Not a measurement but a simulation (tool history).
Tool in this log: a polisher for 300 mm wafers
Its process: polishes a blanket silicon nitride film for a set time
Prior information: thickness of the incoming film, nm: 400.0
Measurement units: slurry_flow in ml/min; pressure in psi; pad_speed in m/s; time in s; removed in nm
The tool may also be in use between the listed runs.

run  hour  slurry_flow  pressure  pad_speed  time  removed
  1     0          125       4.2       1.28    44   102.21
  2   3.2          125       4.9       1.28    44   115.56
  3  10.8          125       4.7       1.28    44    112.6
  4  14.7          125       5.2       1.28    44   123.48
  5  16.3          125         5       1.28    44   119.35
  6  17.3          125         5       1.28    44   119.41
  7  18.5          110       3.8       1.24    44    93.04
  8  23.2          110       3.8       1.24    44   90.697
  9  30.5          110       3.7       1.24    44    89.13
 10  36.4          110       3.6       1.24    44   86.102

Run 11 comes next. What will it give?
 11    39          110       3.5       1.24    44        ?

removed: 87.194 nm
